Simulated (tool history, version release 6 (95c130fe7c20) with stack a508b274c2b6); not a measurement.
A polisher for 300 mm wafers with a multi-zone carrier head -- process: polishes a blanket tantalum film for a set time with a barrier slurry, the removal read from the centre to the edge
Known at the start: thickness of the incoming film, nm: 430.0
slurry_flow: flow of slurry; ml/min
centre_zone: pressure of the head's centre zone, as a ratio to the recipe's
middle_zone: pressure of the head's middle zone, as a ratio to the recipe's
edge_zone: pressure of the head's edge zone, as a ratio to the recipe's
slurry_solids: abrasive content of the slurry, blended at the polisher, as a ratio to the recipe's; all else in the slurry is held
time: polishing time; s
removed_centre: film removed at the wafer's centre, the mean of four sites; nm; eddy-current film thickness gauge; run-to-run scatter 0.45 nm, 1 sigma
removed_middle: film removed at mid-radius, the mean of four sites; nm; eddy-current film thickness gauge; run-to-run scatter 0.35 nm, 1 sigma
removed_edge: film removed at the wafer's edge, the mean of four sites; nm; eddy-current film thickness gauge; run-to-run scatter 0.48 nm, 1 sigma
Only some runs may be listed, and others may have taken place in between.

{"run": 1, "hour": 0.0, "slurry_flow": 280, "centre_zone": 1.0, "middle_zone": 1.0, "edge_zone": 1.0, "slurry_solids": 1.0, "time": 53, "removed_centre": 56.939, "removed_middle": 58.092, "removed_edge": 57.99}
{"run": 2, "hour": 5.7, "slurry_flow": 280, "centre_zone": 0.95, "middle_zone": 1.0, "edge_zone": 1.0, "slurry_solids": 1.0, "time": 53, "removed_centre": 55.117, "removed_middle": 57.866, "removed_edge": 58.157}
{"run": 3, "hour": 6.9, "slurry_flow": 275, "centre_zone": 0.93, "middle_zone": 0.98, "edge_zone": 0.97, "slurry_solids": 0.95, "time": 53, "removed_centre": 53.57, "removed_middle": 55.956, "removed_edge": 54.95}
{"run": 4, "hour": 7.9, "slurry_flow": 275, "centre_zone": 0.89, "middle_zone": 0.98, "edge_zone": 0.97, "slurry_solids": 0.95, "time": 53, "removed_centre": 51.575, "removed_middle": 56.251, "removed_edge": 56.188}
{"run": 5, "hour": 8.7, "slurry_flow": 275, "centre_zone": 0.84, "middle_zone": 0.98, "edge_zone": 0.97, "slurry_solids": 0.95, "time": 53, "removed_centre": 47.725, "removed_middle": 56.358, "removed_edge": 55.571}
{"run": 6, "hour": 11.5, "slurry_flow": 275, "centre_zone": 0.84, "middle_zone": 0.98, "edge_zone": 0.97, "slurry_solids": 0.75, "time": 53, "removed_centre": 45.423, "removed_middle": 53.031, "removed_edge": 53.169}

Expected results for the next run?
{"run": 7, "hour": 15.0, "slurry_flow": 265, "centre_zone": 0.85, "middle_zone": 0.97, "edge_zone": 0.95, "slurry_solids": 0.75, "time": 53, "removed_centre": "?", "removed_middle": "?", "removed_edge": "?"}

Run 7 gave removed_centre 46.166 nm, removed_middle 51.926 nm, removed_edge 52.377 nm.
